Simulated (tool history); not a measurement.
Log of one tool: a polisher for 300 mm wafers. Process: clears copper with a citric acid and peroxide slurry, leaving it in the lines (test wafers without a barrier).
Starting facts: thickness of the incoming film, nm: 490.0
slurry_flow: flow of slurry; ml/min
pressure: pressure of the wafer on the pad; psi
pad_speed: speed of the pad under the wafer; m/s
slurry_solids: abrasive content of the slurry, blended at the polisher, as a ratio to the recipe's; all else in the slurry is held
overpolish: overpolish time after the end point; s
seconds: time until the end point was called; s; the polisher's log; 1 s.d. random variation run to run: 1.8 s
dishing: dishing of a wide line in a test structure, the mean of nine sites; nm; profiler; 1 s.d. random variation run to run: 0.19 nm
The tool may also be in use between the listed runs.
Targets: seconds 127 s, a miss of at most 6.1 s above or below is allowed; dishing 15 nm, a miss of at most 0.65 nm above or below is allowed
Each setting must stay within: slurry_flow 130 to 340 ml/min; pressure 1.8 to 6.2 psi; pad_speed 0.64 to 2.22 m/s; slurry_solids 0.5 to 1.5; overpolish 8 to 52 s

Run 1, hour 0: slurry_flow 220 ml/min, pressure 4 psi, pad_speed 1.42 m/s, slurry_solids 1, overpolish 26 s. Result: seconds 122 s, dishing 23.913 nm.
Run 2, hour 8.9: slurry_flow 215 ml/min, pressure 3.3 psi, pad_speed 1.64 m/s, slurry_solids 0.95, overpolish 20 s. Result: seconds 128.55 s, dishing 22.35 nm.
Run 3, hour 13.2: slurry_flow 245 ml/min, pressure 3.3 psi, pad_speed 1.64 m/s, slurry_solids 0.95, overpolish 20 s. Result: seconds 124.15 s, dishing 21.715 nm.
Run 4, hour 15.2: slurry_flow 275 ml/min, pressure 2.8 psi, pad_speed 1.82 m/s, slurry_solids 0.8, overpolish 16 s. Result: seconds 134.5 s, dishing 19.754 nm.
Run 5, hour 20.7: slurry_flow 295 ml/min, pressure 2.6 psi, pad_speed 1.96 m/s, slurry_solids 0.7, overpolish 13 s. Result: seconds 139.84 s, dishing 17.995 nm.
Run 6, hour 28.3: slurry_flow 310 ml/min, pressure 2.6 psi, pad_speed 2.04 m/s, slurry_solids 0.65, overpolish 11 s. Result: seconds 135.08 s, dishing 17.269 nm.
Run 7, hour 32.1: slurry_flow 340 ml/min, pressure 2.4 psi, pad_speed 2.22 m/s, slurry_solids 0.5, overpolish 8 s. Result: seconds 140.27 s, dishing 14.052 nm.
Run 8, hour 34.6: slurry_flow 335 ml/min, pressure 2.5 psi, pad_speed 2.22 m/s, slurry_solids 0.5, overpolish 8 s. Result: seconds 133.67 s, dishing 13.963 nm.
Run 9, hour 36.2: slurry_flow 330 ml/min, pressure 2.5 psi, pad_speed 2.22 m/s, slurry_solids 0.5, overpolish 8 s. Result: seconds 136.87 s, dishing 14.348 nm.

Below are 4 possible settings for the next run. Only one of them brings all results inside the allowed miss of their targets. Which is it?
Run A, hour 37.8: slurry_flow 340 ml/min, pressure 2.7 psi, pad_speed 2.18 m/s, slurry_solids 0.5, overpolish 8 s. Result: seconds ?, dishing ?.
Run B, hour 37.8: slurry_flow 310 ml/min, pressure 2.7 psi, pad_speed 1.72 m/s, slurry_solids 0.55, overpolish 11 s. Result: seconds ?, dishing ?.
Run C, hour 37.8: slurry_flow 315 ml/min, pressure 2.4 psi, pad_speed 2.22 m/s, slurry_solids 0.5, overpolish 8 s. Result: seconds ?, dishing ?.
Run D, hour 37.8: slurry_flow 340 ml/min, pressure 2.3 psi, pad_speed 2.22 m/s, slurry_solids 0.5, overpolish 8 s. Result: seconds ?, dishing ?.

move  seconds  dishing
   A   129.57   14.758
   B   161.11    15.67
   C   143.29   13.828
   D   148.47   13.505
A: every result within its allowed miss
B: the biggest miss grows against the last run
C: the biggest miss grows against the last run
D: the biggest miss grows against the last run
Go with A: it meets all targets.

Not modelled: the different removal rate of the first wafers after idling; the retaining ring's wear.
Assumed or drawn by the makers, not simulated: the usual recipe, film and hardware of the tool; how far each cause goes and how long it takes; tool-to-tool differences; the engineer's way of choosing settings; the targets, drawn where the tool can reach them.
